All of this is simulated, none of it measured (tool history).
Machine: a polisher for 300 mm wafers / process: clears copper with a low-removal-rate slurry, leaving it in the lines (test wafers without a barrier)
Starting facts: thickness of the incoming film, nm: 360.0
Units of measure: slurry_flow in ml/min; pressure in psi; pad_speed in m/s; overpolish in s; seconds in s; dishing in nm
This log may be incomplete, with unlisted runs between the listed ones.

Run 1, day 0: slurry_flow 180 ml/min, pressure 2.2 psi, pad_speed 1.1 m/s, slurry_solids 1, overpolish 11 s. Result: seconds 162.07 s, dishing 20.559 nm.
Run 2, day 0.1: slurry_flow 185 ml/min, pressure 2.1 psi, pad_speed 1.1 m/s, slurry_solids 1, overpolish 10 s. Result: seconds 168.41 s, dishing 18.08 nm.
Run 3, day 0.329: slurry_flow 185 ml/min, pressure 1.7 psi, pad_speed 1.1 m/s, slurry_solids 1, overpolish 10 s. Result: seconds 210.35 s, dishing 14.096 nm.
Run 4, day 0.358: slurry_flow 185 ml/min, pressure 1.7 psi, pad_speed 1.1 m/s, slurry_solids 1, overpolish 9 s. Result: seconds 203.86 s, dishing 13.447 nm.
Run 5, day 0.538: slurry_flow 185 ml/min, pressure 1.7 psi, pad_speed 1.1 m/s, slurry_solids 1, overpolish 11 s. Result: seconds 207.69 s, dishing 15.855 nm.
Run 6, day 0.804: slurry_flow 215 ml/min, pressure 1.7 psi, pad_speed 1.1 m/s, slurry_solids 1, overpolish 11 s. Result: seconds 204.14 s, dishing 16.001 nm.
Run 7, day 0.85: slurry_flow 225 ml/min, pressure 1.6 psi, pad_speed 1.1 m/s, slurry_solids 1, overpolish 5 s. Result: seconds 216.49 s, dishing 7.345 nm.

Estimate the outcome of run 8 from the log above:
Run 8, day 1.046: slurry_flow 220 ml/min, pressure 1.6 psi, pad_speed 1.1 m/s, slurry_solids 1, overpolish 5 s. Result: seconds ?, dishing ?.

seconds: 214.61 s
dishing: 7.0921 nm
